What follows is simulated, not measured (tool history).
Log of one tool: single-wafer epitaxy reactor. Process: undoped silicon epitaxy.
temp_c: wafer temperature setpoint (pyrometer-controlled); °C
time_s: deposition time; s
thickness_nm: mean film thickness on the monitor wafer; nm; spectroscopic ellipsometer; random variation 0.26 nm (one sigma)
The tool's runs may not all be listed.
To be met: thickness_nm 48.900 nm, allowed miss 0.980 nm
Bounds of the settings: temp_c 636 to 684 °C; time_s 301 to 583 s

run	hour	temp_c	time_s	thickness_nm
1	0.0	660	442	88.661
2	7.2	669	442	105.170
3	12.0	674	442	117.090
4	18.4	674	405	107.570
5	24.8	674	442	115.990
6	29.1	683	442	139.260
7	38.0	670	425	104.450
8	41.7	660	410	83.049
9	42.5	653	400	69.972
10	50.0	648	397	63.543
11	53.2	645	393	58.704
12	57.9	642	392	55.693
13	59.4	640	390	52.866
14	62.6	639	390	51.767
15	69.7	638	390	50.231

4 next moves are on the table. One of them brings every result within its allowed miss. Which?
A	76.8	641	354	?
B	76.8	636	372	?
C	76.8	640	342	?
D	76.8	637	410	?

move	thickness_nm
A	49.175
B	46.656
C	46.551
D	52.488
A: meets every target
B: takes the result that was furthest off past its target
C: takes the result that was furthest off past its target
D: further off than the last run
Answer: A

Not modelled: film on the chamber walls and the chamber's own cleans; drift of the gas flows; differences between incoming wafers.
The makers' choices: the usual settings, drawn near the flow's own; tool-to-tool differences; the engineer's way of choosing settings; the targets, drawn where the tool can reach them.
